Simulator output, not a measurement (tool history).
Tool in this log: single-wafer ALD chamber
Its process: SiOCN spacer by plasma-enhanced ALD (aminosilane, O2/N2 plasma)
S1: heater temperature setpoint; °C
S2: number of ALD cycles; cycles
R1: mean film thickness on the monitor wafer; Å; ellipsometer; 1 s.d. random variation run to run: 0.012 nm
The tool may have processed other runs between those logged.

run 1 hour=0 | S1=420 S2=70 | R1=35.346
run 2 hour=4.9 | S1=423 S2=65 | R1=32.665
run 3 hour=10.1 | S1=425 S2=61 | R1=30.221
run 4 hour=11.8 | S1=427 S2=59 | R1=29.047
run 5 hour=18.4 | S1=429 S2=57 | R1=28.025
run 6 hour=23.1 | S1=433 S2=57 | R1=27.933
run 7 hour=27.8 | S1=433 S2=56 | R1=27.354

Run 8 is up next; what results do you expect?
run 8 hour=32.8 | S1=434 S2=55 | R1=?

{"run 8": {"R1": 26.567}}
